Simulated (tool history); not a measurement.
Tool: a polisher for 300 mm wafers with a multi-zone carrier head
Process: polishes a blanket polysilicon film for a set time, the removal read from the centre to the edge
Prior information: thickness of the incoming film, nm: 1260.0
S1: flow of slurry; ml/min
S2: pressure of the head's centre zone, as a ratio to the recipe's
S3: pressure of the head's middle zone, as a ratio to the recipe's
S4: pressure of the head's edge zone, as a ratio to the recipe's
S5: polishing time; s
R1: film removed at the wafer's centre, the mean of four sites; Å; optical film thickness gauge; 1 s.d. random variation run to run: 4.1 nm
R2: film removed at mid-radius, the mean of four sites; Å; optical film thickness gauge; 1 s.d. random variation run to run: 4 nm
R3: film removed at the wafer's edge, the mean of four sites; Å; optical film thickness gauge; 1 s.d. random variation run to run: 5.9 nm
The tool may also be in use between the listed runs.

run 1 hour=0 | S1=230 S2=1 S3=1 S4=1 S5=57 | R1=3633.6 R2=3724.3 R3=3785
run 2 hour=7.8 | S1=230 S2=1 S3=1 S4=1 S5=52 | R1=3382.6 R2=3391.1 R3=3406.5
run 3 hour=11.9 | S1=230 S2=1 S3=1.09 S4=1 S5=52 | R1=3370.3 R2=3689.3 R3=3400.6
run 4 hour=20.7 | S1=235 S2=1.02 S3=1.09 S4=1.02 S5=53 | R1=3560.6 R2=3737.2 R3=3463.5
run 5 hour=22.4 | S1=235 S2=1.03 S3=1.08 S4=1.03 S5=54 | R1=3571.4 R2=3772.6 R3=3534.6
run 6 hour=27.4 | S1=240 S2=1.04 S3=1.07 S4=1.04 S5=55 | R1=3725.5 R2=3846.6 R3=3670.2
run 7 hour=29.8 | S1=245 S2=1.05 S3=1.06 S4=1.05 S5=55 | R1=3823 R2=3759.3 R3=3662.7

Run 8 has not been measured yet. What should we expect?
run 8 hour=31.8 | S1=275 S2=1.09 S3=1.08 S4=1.15 S5=59 | R1=? R2=? R3=?

{"run 8": {"R1": 4274, "R2": 4191.4, "R3": 4212.2}}
